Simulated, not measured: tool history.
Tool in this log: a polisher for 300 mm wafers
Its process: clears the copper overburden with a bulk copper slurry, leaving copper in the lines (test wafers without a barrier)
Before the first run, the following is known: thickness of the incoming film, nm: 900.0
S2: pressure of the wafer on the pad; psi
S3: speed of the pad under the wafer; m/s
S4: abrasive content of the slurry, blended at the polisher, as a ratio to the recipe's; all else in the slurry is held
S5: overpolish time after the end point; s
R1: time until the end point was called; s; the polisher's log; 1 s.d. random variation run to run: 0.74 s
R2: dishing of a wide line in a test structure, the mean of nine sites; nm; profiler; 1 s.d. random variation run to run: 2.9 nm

run 1 hour=0 | flow_of_slurry_(ml/min)=140 S2=2.3 S3=1.32 S4=1 S5=25 | R1=76.089 R2=109.59
run 2 hour=1.9 | flow_of_slurry_(ml/min)=160 S2=2.3 S3=1.32 S4=1 S5=25 | R1=75.417 R2=112.35
run 3 hour=3.7 | flow_of_slurry_(ml/min)=160 S2=2.5 S3=1.34 S4=1 S5=24 | R1=68.096 R2=117.74
run 4 hour=8.1 | flow_of_slurry_(ml/min)=160 S2=2.7 S3=1.36 S4=1 S5=23 | R1=63.475 R2=119.52
run 5 hour=11.4 | flow_of_slurry_(ml/min)=160 S2=2.7 S3=1.22 S4=1 S5=23 | R1=68.163 R2=114.15
run 6 hour=19.5 | flow_of_slurry_(ml/min)=160 S2=3.1 S3=1.22 S4=1 S5=23 | R1=60.716 R2=121.77
run 7 hour=26.9 | flow_of_slurry_(ml/min)=160 S2=3.2 S3=1.26 S4=1 S5=23 | R1=56.674 R2=127.86

Predict the results of run 8:
run 8 hour=30.7 | flow_of_slurry_(ml/min)=165 S2=3.6 S3=1.46 S4=1 S5=19 | R1=? R2=?

{"run 8": {"R1": 43.24, "R2": 132.15}}
